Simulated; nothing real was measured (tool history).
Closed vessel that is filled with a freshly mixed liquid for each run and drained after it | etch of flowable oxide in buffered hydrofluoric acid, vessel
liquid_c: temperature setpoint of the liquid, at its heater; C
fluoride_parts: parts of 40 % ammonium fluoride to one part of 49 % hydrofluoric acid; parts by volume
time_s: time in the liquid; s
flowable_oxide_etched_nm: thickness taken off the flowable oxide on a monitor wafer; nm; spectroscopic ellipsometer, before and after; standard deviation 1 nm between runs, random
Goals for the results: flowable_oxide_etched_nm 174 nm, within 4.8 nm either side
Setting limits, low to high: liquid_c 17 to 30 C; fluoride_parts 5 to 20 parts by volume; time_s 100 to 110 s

Run 1, hour 0: liquid_c 22 C, fluoride_parts 12 parts by volume, time_s 100 s. Result: flowable_oxide_etched_nm 296.03 nm.
Run 2, hour 1.3: liquid_c 21 C, fluoride_parts 12.5 parts by volume, time_s 100 s. Result: flowable_oxide_etched_nm 271.76 nm.
Run 3, hour 6.3: liquid_c 20.5 C, fluoride_parts 13 parts by volume, time_s 100 s. Result: flowable_oxide_etched_nm 255.12 nm.
Run 4, hour 11.6: liquid_c 20.5 C, fluoride_parts 13 parts by volume, time_s 110 s. Result: flowable_oxide_etched_nm 279.89 nm.
Run 5, hour 18.3: liquid_c 22.5 C, fluoride_parts 13 parts by volume, time_s 110 s. Result: flowable_oxide_etched_nm 310.62 nm.
Run 6, hour 24: liquid_c 21 C, fluoride_parts 13 parts by volume, time_s 110 s. Result: flowable_oxide_etched_nm 286.09 nm.
Run 7, hour 27.8: liquid_c 20.5 C, fluoride_parts 13.5 parts by volume, time_s 110 s. Result: flowable_oxide_etched_nm 268.09 nm.
Run 8, hour 30.6: liquid_c 20 C, fluoride_parts 14 parts by volume, time_s 110 s. Result: flowable_oxide_etched_nm 252.87 nm.
Run 9, hour 32.7: liquid_c 19.5 C, fluoride_parts 14.5 parts by volume, time_s 110 s. Result: flowable_oxide_etched_nm 238.14 nm.

Next run, 5 choices. One meets every target within its allowed miss, the rest don't. Which?
Run A, hour 34.8: liquid_c 17 C, fluoride_parts 16.5 parts by volume, time_s 105 s. Result: flowable_oxide_etched_nm ?.
Run B, hour 34.8: liquid_c 22.5 C, fluoride_parts 12 parts by volume, time_s 110 s. Result: flowable_oxide_etched_nm ?.
Run C, hour 34.8: liquid_c 17 C, fluoride_parts 13 parts by volume, time_s 100 s. Result: flowable_oxide_etched_nm ?.
Run D, hour 34.8: liquid_c 17.5 C, fluoride_parts 15.5 parts by volume, time_s 110 s. Result: flowable_oxide_etched_nm ?.
Run E, hour 34.8: liquid_c 20 C, fluoride_parts 17 parts by volume, time_s 105 s. Result: flowable_oxide_etched_nm ?.

move  flowable_oxide_etched_nm
   A                    174.52
   B                    340.42
   C                    210.15
   D                    200.09
   E                    200.85
A: meets every target
B: its largest miss is bigger than the last run's
C: moves toward the targets from the last run without getting all of them in spec
D: moves toward the targets from the last run without getting all of them in spec
E: moves toward the targets from the last run without getting all of them in spec
Move A is the one to make.
